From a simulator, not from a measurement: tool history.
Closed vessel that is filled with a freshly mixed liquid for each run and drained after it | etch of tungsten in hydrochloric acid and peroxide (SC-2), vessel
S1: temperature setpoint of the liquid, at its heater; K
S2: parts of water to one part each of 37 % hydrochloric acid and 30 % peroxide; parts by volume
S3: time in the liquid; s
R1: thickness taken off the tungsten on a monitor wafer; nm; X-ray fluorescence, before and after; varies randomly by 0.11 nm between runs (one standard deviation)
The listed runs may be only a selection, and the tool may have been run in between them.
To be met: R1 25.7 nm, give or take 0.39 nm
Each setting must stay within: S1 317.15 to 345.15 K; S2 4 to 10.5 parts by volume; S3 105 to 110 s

{"run": 1, "hour": 0.0, "S1": 333.15, "S2": 5.5, "S3": 105, "R1": 74.753}
{"run": 2, "hour": 7.3, "S1": 333.15, "S2": 5.5, "S3": 110, "R1": 78.535}
{"run": 3, "hour": 12.2, "S1": 328.65, "S2": 6, "S3": 110, "R1": 55.584}
{"run": 4, "hour": 16.7, "S1": 328.65, "S2": 4, "S3": 110, "R1": 73.783}
{"run": 5, "hour": 19.9, "S1": 328.65, "S2": 5.5, "S3": 110, "R1": 58.936}
{"run": 6, "hour": 22.7, "S1": 325.15, "S2": 5.5, "S3": 110, "R1": 46.948}
{"run": 7, "hour": 30.9, "S1": 322.65, "S2": 5.5, "S3": 110, "R1": 39.415}
{"run": 8, "hour": 34.3, "S1": 321.15, "S2": 5.5, "S3": 110, "R1": 36.056}
{"run": 9, "hour": 37.7, "S1": 320.15, "S2": 5.5, "S3": 110, "R1": 33.768}

Consider the 5 candidate settings below. Which is the only one whose results all fall within their allowed miss of target?
{"run": "A", "hour": 41.1, "S1": 319.65, "S2": 7, "S3": 105, "R1": "?"}
{"run": "B", "hour": 41.1, "S1": 319.15, "S2": 6.5, "S3": 105, "R1": "?"}
{"run": "C", "hour": 41.1, "S1": 317.65, "S2": 5.5, "S3": 105, "R1": "?"}
{"run": "D", "hour": 41.1, "S1": 324.15, "S2": 5.5, "S3": 110, "R1": "?"}
{"run": "E", "hour": 41.1, "S1": 318.65, "S2": 6.5, "S3": 110, "R1": "?"}

move=A R1=25.845
move=B R1=26.447
move=C R1=27.039
move=D R1=43.963
move=E R1=26.774
A: hits every target within its allowed miss
B: gains on the last run, yet a result remains outside its allowed miss
C: gains on the last run, yet a result remains outside its allowed miss
D: lands further from the targets than the last run did
E: gains on the last run, yet a result remains outside its allowed miss
Answer: A
